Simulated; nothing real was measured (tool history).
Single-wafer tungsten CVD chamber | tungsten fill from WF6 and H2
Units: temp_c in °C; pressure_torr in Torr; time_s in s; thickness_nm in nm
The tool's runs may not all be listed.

run	hour	temp_c	pressure_torr	time_s	thickness_nm
1	0	375	37.9	19.4	36.322
2	7.6	386	37.9	19.4	46.07
3	11.7	386	43.1	19.4	49
4	20.2	386	39.6	19.4	46.803
5	28.3	386	39.6	18.5	44.724
6	30.5	383	39.5	18.5	42.005
7	39.4	380	39.4	18.5	39.029
8	48	378	39.3	18.5	37.549
9	51.7	376	39.2	18.5	35.866
10	58	374	39.1	18.5	34.136
11	60.2	372	39.1	18.5	32.736
12	62.2	372	39.1	18.5	32.729
13	64.2	371	39.1	18.5	32.142

Forecast run 14:
14	65.1	370	39.1	18.5	?

{"run 14": {"thickness_nm": 31.254}}
